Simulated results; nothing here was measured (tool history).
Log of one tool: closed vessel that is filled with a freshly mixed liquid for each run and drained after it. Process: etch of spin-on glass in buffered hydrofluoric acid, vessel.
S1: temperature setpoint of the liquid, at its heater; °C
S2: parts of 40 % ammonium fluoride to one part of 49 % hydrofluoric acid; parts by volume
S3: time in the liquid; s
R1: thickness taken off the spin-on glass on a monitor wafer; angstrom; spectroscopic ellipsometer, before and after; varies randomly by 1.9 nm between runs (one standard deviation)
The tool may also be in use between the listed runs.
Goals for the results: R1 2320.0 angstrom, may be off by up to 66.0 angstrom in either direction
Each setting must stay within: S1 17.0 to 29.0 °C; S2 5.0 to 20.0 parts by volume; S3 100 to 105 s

run,hour,S1,S2,S3,R1
1,0.0,21.0,12.0,100,1709.3
2,9.3,22.0,12.0,100,1834.5
3,15.5,22.0,12.0,105,1914.8
4,21.3,22.0,13.5,105,1705.3
5,26.9,23.0,13.5,105,1804.3
6,29.4,23.5,13.5,105,1837.7
7,36.5,24.0,13.5,105,1888.4
8,42.2,24.5,13.5,105,1957.8
9,44.9,25.0,13.5,105,1982.7
10,48.0,25.5,13.5,105,2047.1
11,50.6,25.5,13.5,105,2040.0
12,55.7,25.5,13.5,105,2067.2
13,63.0,26.0,13.5,105,2120.7
14,65.4,26.0,13.5,105,2117.6
15,67.3,26.5,13.5,105,2192.8
16,74.6,27.0,13.5,105,2223.4

Which single option among these 5 for the next run brings every result within its allowed miss of target? Just one does.
A,81.9,27.0,13.0,105,?
B,81.9,26.5,12.5,100,?
C,81.9,28.0,14.0,100,?
D,81.9,28.5,14.5,100,?
E,81.9,29.0,14.5,100,?

move,R1
A,2324.3
B,2239.3
C,2171.5
D,2154.6
E,2212.4
A: in spec on every target
B: gains on the last run, yet a result remains outside its allowed miss
C: moves away from the targets compared with the last run
D: moves away from the targets compared with the last run
E: moves away from the targets compared with the last run
So the answer is move A, the one that meets all the targets.

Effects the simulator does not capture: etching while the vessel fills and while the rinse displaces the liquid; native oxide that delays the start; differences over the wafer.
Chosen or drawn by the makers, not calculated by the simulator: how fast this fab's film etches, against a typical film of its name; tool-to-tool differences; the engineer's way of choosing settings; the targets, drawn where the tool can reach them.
